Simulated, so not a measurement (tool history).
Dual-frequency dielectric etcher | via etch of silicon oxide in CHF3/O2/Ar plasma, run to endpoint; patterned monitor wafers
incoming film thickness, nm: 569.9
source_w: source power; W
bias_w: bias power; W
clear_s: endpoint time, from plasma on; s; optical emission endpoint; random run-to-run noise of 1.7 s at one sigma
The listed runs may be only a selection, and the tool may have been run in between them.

| run | day | source_w | bias_w | clear_s |
|---|---|---|---|---|
| 1 | 0.000 | 550 | 149 | 336.54 |
| 2 | 0.321 | 640 | 149 | 307.92 |
| 3 | 0.454 | 640 | 136 | 320.13 |
| 4 | 0.758 | 620 | 135 | 324.78 |
| 5 | 1.071 | 600 | 134 | 330.63 |
| 6 | 1.438 | 590 | 134 | 336.07 |

The next listed run, before its measurement:
| 7 | 1.546 | 580 | 134 | ? |

{"run 7": {"clear_s": 337.01}}
